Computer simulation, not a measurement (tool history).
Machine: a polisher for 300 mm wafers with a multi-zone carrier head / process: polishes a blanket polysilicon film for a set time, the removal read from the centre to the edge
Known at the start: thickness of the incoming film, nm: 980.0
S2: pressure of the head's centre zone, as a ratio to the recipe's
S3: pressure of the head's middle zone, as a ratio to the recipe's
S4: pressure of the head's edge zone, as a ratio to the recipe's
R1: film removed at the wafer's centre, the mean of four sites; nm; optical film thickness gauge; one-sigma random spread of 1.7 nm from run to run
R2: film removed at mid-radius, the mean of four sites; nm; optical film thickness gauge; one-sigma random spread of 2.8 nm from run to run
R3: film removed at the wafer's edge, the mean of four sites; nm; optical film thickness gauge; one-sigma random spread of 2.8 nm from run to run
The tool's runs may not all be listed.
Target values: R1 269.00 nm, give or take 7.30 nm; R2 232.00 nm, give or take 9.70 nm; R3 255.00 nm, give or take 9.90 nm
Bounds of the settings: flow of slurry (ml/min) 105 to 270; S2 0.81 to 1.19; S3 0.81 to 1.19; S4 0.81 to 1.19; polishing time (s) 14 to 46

{"run": 1, "day": 0.0, "flow of slurry (ml/min)": 175, "S2": 1.0, "S3": 1.0, "S4": 1.0, "polishing time (s)": 30, "R1": 306.93, "R2": 305.66, "R3": 325.2}
{"run": 2, "day": 0.229, "flow of slurry (ml/min)": 175, "S2": 0.94, "S3": 1.0, "S4": 1.0, "polishing time (s)": 30, "R1": 288.31, "R2": 304.7, "R3": 324.5}
{"run": 3, "day": 0.4, "flow of slurry (ml/min)": 175, "S2": 0.94, "S3": 1.0, "S4": 1.03, "polishing time (s)": 30, "R1": 290.38, "R2": 310.96, "R3": 319.38}
{"run": 4, "day": 0.546, "flow of slurry (ml/min)": 200, "S2": 0.94, "S3": 1.0, "S4": 1.03, "polishing time (s)": 30, "R1": 297.25, "R2": 309.12, "R3": 337.71}
{"run": 5, "day": 0.792, "flow of slurry (ml/min)": 180, "S2": 0.98, "S3": 0.97, "S4": 1.0, "polishing time (s)": 29, "R1": 290.84, "R2": 286.75, "R3": 313.89}
{"run": 6, "day": 1.054, "flow of slurry (ml/min)": 180, "S2": 0.92, "S3": 0.97, "S4": 1.0, "polishing time (s)": 29, "R1": 273.6, "R2": 293.27, "R3": 316.59}
{"run": 7, "day": 1.404, "flow of slurry (ml/min)": 165, "S2": 0.97, "S3": 0.96, "S4": 0.99, "polishing time (s)": 28, "R1": 273.83, "R2": 276.31, "R3": 292.06}
{"day": 1.583, "done": "edge zone pressure recalibrated"}
{"run": 8, "day": 1.583, "flow of slurry (ml/min)": 155, "S2": 0.99, "S3": 0.93, "S4": 0.98, "polishing time (s)": 28, "R1": 277.22, "R2": 265.69, "R3": 280.74}
{"run": 9, "day": 1.904, "flow of slurry (ml/min)": 150, "S2": 0.99, "S3": 0.9, "S4": 0.98, "polishing time (s)": 28, "R1": 274.11, "R2": 253.37, "R3": 283.35}
{"run": 10, "day": 2.012, "flow of slurry (ml/min)": 140, "S2": 1.0, "S3": 0.89, "S4": 0.96, "polishing time (s)": 28, "R1": 270.16, "R2": 248.34, "R3": 272.78}
{"run": 11, "day": 2.388, "flow of slurry (ml/min)": 135, "S2": 1.01, "S3": 0.88, "S4": 0.95, "polishing time (s)": 28, "R1": 272.67, "R2": 243.52, "R3": 281.01}

5 candidate next runs follow, results not yet known. Just one meets every target within its allowed miss. Identify it.
{"run": "A", "day": 2.762, "flow of slurry (ml/min)": 140, "S2": 1.0, "S3": 0.81, "S4": 0.94, "polishing time (s)": 26, "R1": "?", "R2": "?", "R3": "?"}
{"run": "B", "day": 2.762, "flow of slurry (ml/min)": 135, "S2": 0.98, "S3": 0.86, "S4": 0.89, "polishing time (s)": 29, "R1": "?", "R2": "?", "R3": "?"}
{"run": "C", "day": 2.762, "flow of slurry (ml/min)": 145, "S2": 1.09, "S3": 0.94, "S4": 1.0, "polishing time (s)": 25, "R1": "?", "R2": "?", "R3": "?"}
{"run": "D", "day": 2.762, "flow of slurry (ml/min)": 165, "S2": 1.04, "S3": 0.97, "S4": 0.9, "polishing time (s)": 26, "R1": "?", "R2": "?", "R3": "?"}
{"run": "E", "day": 2.762, "flow of slurry (ml/min)": 155, "S2": 1.12, "S3": 0.91, "S4": 0.95, "polishing time (s)": 25, "R1": "?", "R2": "?", "R3": "?"}

move=A R1=254.21 R2=213.32 R3=257.87
move=B R1=275.18 R2=247.76 R3=278.54
move=C R1=269.29 R2=233.67 R3=256.39
move=D R1=275.43 R2=256.45 R3=258.63
move=E R1=281.24 R2=230.74 R3=252.90
A: brings the result that was furthest off to its target, and leaves another outside
B: moves toward the targets from the last run without getting all of them in spec
C: all results in spec
D: brings the result that was furthest off to its target, and leaves another outside
E: brings the result that was furthest off to its target, and leaves another outside
Move C is the one to make.
